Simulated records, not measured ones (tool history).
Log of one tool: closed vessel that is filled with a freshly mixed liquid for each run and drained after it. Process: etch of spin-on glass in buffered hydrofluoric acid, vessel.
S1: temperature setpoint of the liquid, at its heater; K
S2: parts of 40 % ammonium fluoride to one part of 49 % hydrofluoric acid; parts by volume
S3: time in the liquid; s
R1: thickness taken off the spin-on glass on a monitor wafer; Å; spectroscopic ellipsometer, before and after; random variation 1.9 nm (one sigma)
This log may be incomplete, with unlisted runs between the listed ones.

| run | hour | S1 | S2 | S3 | R1 |
|---|---|---|---|---|---|
| 1 | 0.0 | 294.15 | 12.0 | 100 | 1709.3 |
| 2 | 9.3 | 295.15 | 12.0 | 100 | 1834.5 |
| 3 | 15.5 | 295.15 | 12.0 | 105 | 1914.8 |
| 4 | 21.3 | 295.15 | 13.5 | 105 | 1705.3 |
| 5 | 26.9 | 296.15 | 13.5 | 105 | 1804.3 |
| 6 | 29.4 | 296.65 | 13.5 | 105 | 1837.7 |
| 7 | 36.5 | 297.15 | 13.5 | 105 | 1888.4 |
| 8 | 42.2 | 297.65 | 13.5 | 105 | 1957.8 |

Forecast run 9:
| 9 | 44.9 | 298.15 | 13.5 | 105 | ? |

{"run 9": {"R1": 1982.7}}
